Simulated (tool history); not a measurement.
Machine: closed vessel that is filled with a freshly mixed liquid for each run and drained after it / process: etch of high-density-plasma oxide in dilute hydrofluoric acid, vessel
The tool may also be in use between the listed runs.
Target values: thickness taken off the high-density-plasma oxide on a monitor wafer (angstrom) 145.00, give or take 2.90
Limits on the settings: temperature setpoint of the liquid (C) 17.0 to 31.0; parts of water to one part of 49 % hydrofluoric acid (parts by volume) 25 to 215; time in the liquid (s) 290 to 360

run  hour  temperature setpoint of the liquid (C)  parts of water to one part of 49 % hydrofluoric acid (parts by volume)  time in the liquid (s)  thickness taken off the high-density-plasma oxide on a monitor wafer (angstrom)
  1   0.0                                    23.0                                                                     120                     360                                                                           202.24
  2   6.0                                    22.0                                                                     120                     360                                                                           192.83
  3  14.7                                    22.0                                                                     135                     360                                                                           169.78
  4  23.7                                    21.5                                                                     135                     360                                                                           167.41
  5  24.7                                    21.0                                                                     135                     360                                                                           162.58
  6  28.1                                    20.5                                                                     135                     360                                                                           159.72
  7  36.3                                    20.0                                                                     135                     360                                                                           157.25
  8  38.3                                    19.5                                                                     135                     360                                                                           154.89
  9  45.1                                    19.0                                                                     135                     360                                                                           150.53

Which single option among these 4 for the next run brings every result within its allowed miss of target? Just one does.
  A  51.9                                    22.0                                                                     140                     320                                                                                ?
  B  51.9                                    19.0                                                                     125                     340                                                                                ?
  C  51.9                                    20.0                                                                     115                     300                                                                                ?
  D  51.9                                    17.0                                                                     105                     300                                                                                ?

move  thickness taken off the high-density-plasma oxide on a monitor wafer (angstrom)
   A                                                                           144.91
   B                                                                           155.42
   C                                                                           156.93
   D                                                                           153.43
A: each result inside its tolerance
B: misses by more than the last run did
C: misses by more than the last run did
D: misses by more than the last run did
A is the move that brings every result within its allowed miss.

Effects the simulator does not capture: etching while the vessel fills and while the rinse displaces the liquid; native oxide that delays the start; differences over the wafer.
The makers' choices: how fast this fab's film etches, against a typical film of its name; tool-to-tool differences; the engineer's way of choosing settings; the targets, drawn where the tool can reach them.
